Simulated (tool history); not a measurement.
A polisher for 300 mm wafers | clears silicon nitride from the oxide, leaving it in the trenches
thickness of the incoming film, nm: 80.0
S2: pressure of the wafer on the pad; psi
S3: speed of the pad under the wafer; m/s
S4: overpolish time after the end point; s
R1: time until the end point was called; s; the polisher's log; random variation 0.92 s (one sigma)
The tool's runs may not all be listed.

{"run": 1, "hour": 0.0, "flow of slurry (ml/min)": 220, "S2": 2.3, "S3": 1, "S4": 4, "R1": 93.325}
{"run": 2, "hour": 7.1, "flow of slurry (ml/min)": 220, "S2": 1.7, "S3": 1, "S4": 4, "R1": 122.5}
{"run": 3, "hour": 12.1, "flow of slurry (ml/min)": 220, "S2": 1.7, "S3": 0.9, "S4": 4, "R1": 135.22}
{"run": 4, "hour": 15.9, "flow of slurry (ml/min)": 260, "S2": 1.7, "S3": 0.9, "S4": 4, "R1": 133.46}
{"run": 5, "hour": 21.2, "flow of slurry (ml/min)": 260, "S2": 2.2, "S3": 0.92, "S4": 4, "R1": 103.48}
{"run": 6, "hour": 27.6, "flow of slurry (ml/min)": 260, "S2": 2.5, "S3": 0.94, "S4": 4, "R1": 87.749}
{"run": 7, "hour": 36.1, "flow of slurry (ml/min)": 260, "S2": 2.7, "S3": 0.94, "S4": 4, "R1": 82.17}

Forecast run 8:
{"run": 8, "hour": 37.0, "flow of slurry (ml/min)": 260, "S2": 2.9, "S3": 0.94, "S4": 4, "R1": "?"}

{"run 8": {"R1": 76.164}}
